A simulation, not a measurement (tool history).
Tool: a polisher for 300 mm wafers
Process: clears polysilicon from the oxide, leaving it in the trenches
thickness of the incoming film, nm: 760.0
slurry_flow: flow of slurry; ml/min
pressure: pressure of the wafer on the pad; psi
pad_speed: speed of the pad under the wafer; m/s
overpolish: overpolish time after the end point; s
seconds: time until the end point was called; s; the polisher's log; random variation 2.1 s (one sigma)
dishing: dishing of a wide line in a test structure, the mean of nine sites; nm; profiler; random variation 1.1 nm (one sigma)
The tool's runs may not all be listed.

run,hour,slurry_flow,pressure,pad_speed,overpolish,seconds,dishing
1,0,265,1.8,1.02,28,73.643,58.311
2,4.1,225,1.8,1.02,28,76.178,61.662
3,8.4,225,1.8,1.02,34,77.899,58.824
4,15.4,245,1.5,1,38,89.821,59.775
5,17.9,245,1.5,1,43,90.875,63.036
6,21,245,1.5,1,36,93.43,61.171
7,28.6,300,1.4,0.92,27,106.16,59.473
8,34.3,300,1.4,0.92,27,104.15,59.091

Forecast run 9:
9,35.6,335,1.3,0.88,21,?,?

Run 9 gave seconds 120.69 s, dishing 54.999 nm.
